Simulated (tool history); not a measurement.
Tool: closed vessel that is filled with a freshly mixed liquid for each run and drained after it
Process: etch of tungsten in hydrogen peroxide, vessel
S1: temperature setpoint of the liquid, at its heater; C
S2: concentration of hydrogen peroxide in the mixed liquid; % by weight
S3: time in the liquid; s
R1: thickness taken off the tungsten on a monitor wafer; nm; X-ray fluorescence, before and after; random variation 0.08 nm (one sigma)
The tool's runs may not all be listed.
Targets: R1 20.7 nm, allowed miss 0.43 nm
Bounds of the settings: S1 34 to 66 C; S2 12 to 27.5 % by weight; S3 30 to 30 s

run	hour	S1	S2	S3	R1
1	0	50	18.5	30	35.134
2	4.9	48.5	18.5	30	32.233
3	14.1	47	18.5	30	29.216
4	23.1	47	18.5	30	29.199
5	26.5	46	18.5	30	27.313
6	32.3	46	22	30	29.92
7	40	45	22	30	28.039
# hour 42.9: new drum of peroxide connected
8	42.9	44	22	30	27.517
9	44.5	43	22	30	25.81
10	50.7	42.5	22	30	24.906
11	59	42.5	22	30	25.012
12	63.2	42	22	30	24.036
13	68.3	39	22	30	19.833

5 next moves are on the table. One of them brings every result within its allowed miss. Which?
A	73.4	40.5	21.5	30	?
B	73.4	39	20	30	?
C	73.4	39.5	22.5	30	?
D	73.4	41	21	30	?
E	73.4	39.5	20	30	?

move	R1
A	21.691
B	18.972
C	20.792
D	22.143
E	19.603
A: takes the result that was furthest off past its target
B: further off than the last run
C: meets every target
D: takes the result that was furthest off past its target
E: further off than the last run
Move C is the one to make.

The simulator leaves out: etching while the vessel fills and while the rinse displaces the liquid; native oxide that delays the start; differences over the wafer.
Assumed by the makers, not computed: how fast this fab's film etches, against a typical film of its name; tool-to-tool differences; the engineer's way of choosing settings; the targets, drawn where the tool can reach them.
